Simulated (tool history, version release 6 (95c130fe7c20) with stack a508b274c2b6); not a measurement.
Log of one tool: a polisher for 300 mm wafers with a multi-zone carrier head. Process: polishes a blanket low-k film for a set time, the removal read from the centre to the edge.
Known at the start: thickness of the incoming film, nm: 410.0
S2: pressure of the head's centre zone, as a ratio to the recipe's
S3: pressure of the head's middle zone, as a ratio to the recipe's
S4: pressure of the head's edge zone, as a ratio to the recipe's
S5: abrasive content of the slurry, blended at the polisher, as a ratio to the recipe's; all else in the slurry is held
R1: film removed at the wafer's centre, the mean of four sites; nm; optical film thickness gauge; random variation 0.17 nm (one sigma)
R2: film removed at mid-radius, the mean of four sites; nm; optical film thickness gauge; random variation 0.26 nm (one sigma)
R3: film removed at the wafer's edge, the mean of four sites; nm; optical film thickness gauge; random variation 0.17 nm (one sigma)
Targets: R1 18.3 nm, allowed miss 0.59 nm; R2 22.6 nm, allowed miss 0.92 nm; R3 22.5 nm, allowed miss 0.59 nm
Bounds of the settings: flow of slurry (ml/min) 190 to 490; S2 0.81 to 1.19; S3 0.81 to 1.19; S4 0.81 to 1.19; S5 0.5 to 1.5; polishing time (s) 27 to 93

run 1 hour=0 | flow_of_slurry_(ml/min)=315 S2=1 S3=1 S4=1 S5=1 polishing_time_(s)=59 | R1=18.333 R2=18.341 R3=18.582
run 2 hour=7.5 | flow_of_slurry_(ml/min)=370 S2=1 S3=1 S4=1 S5=1 polishing_time_(s)=59 | R1=18.621 R2=19.051 R3=18.855
run 3 hour=8.5 | flow_of_slurry_(ml/min)=380 S2=0.97 S3=1.02 S4=1.04 S5=1.05 polishing_time_(s)=59 | R1=18.36 R2=19.538 R3=19.444
run 4 hour=13.4 | flow_of_slurry_(ml/min)=385 S2=0.94 S3=1.04 S4=1.07 S5=1.1 polishing_time_(s)=59 | R1=18.172 R2=20.303 R3=20.376
run 5 hour=19.4 | flow_of_slurry_(ml/min)=385 S2=0.94 S3=1.04 S4=1.07 S5=1.1 polishing_time_(s)=64 | R1=19.906 R2=21.928 R3=22.057
run 6 hour=24.4 | flow_of_slurry_(ml/min)=385 S2=0.92 S3=1.05 S4=1.08 S5=1.1 polishing_time_(s)=64 | R1=19.341 R2=22.015 R3=22.122
run 7 hour=27.9 | flow_of_slurry_(ml/min)=385 S2=0.91 S3=1.06 S4=1.09 S5=1.1 polishing_time_(s)=64 | R1=18.809 R2=22.554 R3=22.188
-- hour=31.2 edge zone pressure recalibrated
run 8 hour=31.2 | flow_of_slurry_(ml/min)=385 S2=0.9 S3=1.06 S4=1.1 S5=1.1 polishing_time_(s)=64 | R1=19.131 R2=22.153 R3=21.238

4 next moves are on the table. One of them brings every result within its allowed miss. Which?
run A hour=34.5 | flow_of_slurry_(ml/min)=425 S2=0.83 S3=1.02 S4=1.09 S5=1.1 polishing_time_(s)=67 | R1=? R2=? R3=?
run B hour=34.5 | flow_of_slurry_(ml/min)=490 S2=0.88 S3=1.18 S4=1.13 S5=1.5 polishing_time_(s)=54 | R1=? R2=? R3=?
run C hour=34.5 | flow_of_slurry_(ml/min)=445 S2=0.84 S3=0.95 S4=1.08 S5=1.35 polishing_time_(s)=64 | R1=? R2=? R3=?
run D hour=34.5 | flow_of_slurry_(ml/min)=450 S2=0.9 S3=1.11 S4=1.13 S5=1.15 polishing_time_(s)=60 | R1=? R2=? R3=?

move=A R1=18.74 R2=22.816 R3=22.447
move=B R1=18.481 R2=23.975 R3=21.125
move=C R1=19.894 R2=22.543 R3=23.445
move=D R1=18.681 R2=22.495 R3=20.939
A: meets every target
B: further off than the last run
C: takes the result that was furthest off past its target
D: further off than the last run
The right move is A.
